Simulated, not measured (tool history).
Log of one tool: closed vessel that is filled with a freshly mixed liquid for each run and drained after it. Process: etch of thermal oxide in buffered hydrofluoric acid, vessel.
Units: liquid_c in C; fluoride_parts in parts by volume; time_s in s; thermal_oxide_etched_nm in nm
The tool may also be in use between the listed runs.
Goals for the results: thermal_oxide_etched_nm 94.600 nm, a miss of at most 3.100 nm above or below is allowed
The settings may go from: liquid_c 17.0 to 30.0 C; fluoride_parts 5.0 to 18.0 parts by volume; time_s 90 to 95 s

Run 1, hour 0.0: liquid_c 22.0 C, fluoride_parts 11.0 parts by volume, time_s 90 s. Result: thermal_oxide_etched_nm 81.803 nm.
Run 2, hour 5.3: liquid_c 22.0 C, fluoride_parts 11.0 parts by volume, time_s 95 s. Result: thermal_oxide_etched_nm 86.026 nm.
Run 3, hour 13.8: liquid_c 22.5 C, fluoride_parts 11.0 parts by volume, time_s 95 s. Result: thermal_oxide_etched_nm 89.858 nm.
Run 4, hour 22.1: liquid_c 26.0 C, fluoride_parts 11.0 parts by volume, time_s 95 s. Result: thermal_oxide_etched_nm 106.840 nm.
Run 5, hour 29.0: liquid_c 23.0 C, fluoride_parts 11.0 parts by volume, time_s 95 s. Result: thermal_oxide_etched_nm 89.563 nm.
Run 6, hour 31.2: liquid_c 25.5 C, fluoride_parts 11.0 parts by volume, time_s 95 s. Result: thermal_oxide_etched_nm 104.230 nm.
Run 7, hour 39.5: liquid_c 25.0 C, fluoride_parts 11.0 parts by volume, time_s 95 s. Result: thermal_oxide_etched_nm 100.400 nm.
Run 8, hour 44.0: liquid_c 24.5 C, fluoride_parts 11.0 parts by volume, time_s 95 s. Result: thermal_oxide_etched_nm 98.662 nm.

Next run, 5 choices. One meets every target within its allowed miss, the rest don't. Which?
Run A, hour 48.5: liquid_c 27.5 C, fluoride_parts 12.0 parts by volume, time_s 90 s. Result: thermal_oxide_etched_nm ?.
Run B, hour 48.5: liquid_c 25.5 C, fluoride_parts 11.5 parts by volume, time_s 90 s. Result: thermal_oxide_etched_nm ?.
Run C, hour 48.5: liquid_c 25.5 C, fluoride_parts 11.5 parts by volume, time_s 95 s. Result: thermal_oxide_etched_nm ?.
Run D, hour 48.5: liquid_c 24.5 C, fluoride_parts 10.0 parts by volume, time_s 90 s. Result: thermal_oxide_etched_nm ?.
Run E, hour 48.5: liquid_c 26.0 C, fluoride_parts 11.0 parts by volume, time_s 90 s. Result: thermal_oxide_etched_nm ?.

move  thermal_oxide_etched_nm
   A                  101.220
   B                   94.774
   C                  100.040
   D                  102.870
   E                  101.680
A: lands further from the targets than the last run did
B: every result lands within tolerance
C: lands further from the targets than the last run did
D: lands further from the targets than the last run did
E: lands further from the targets than the last run did
Correct choice: B, which meets every target
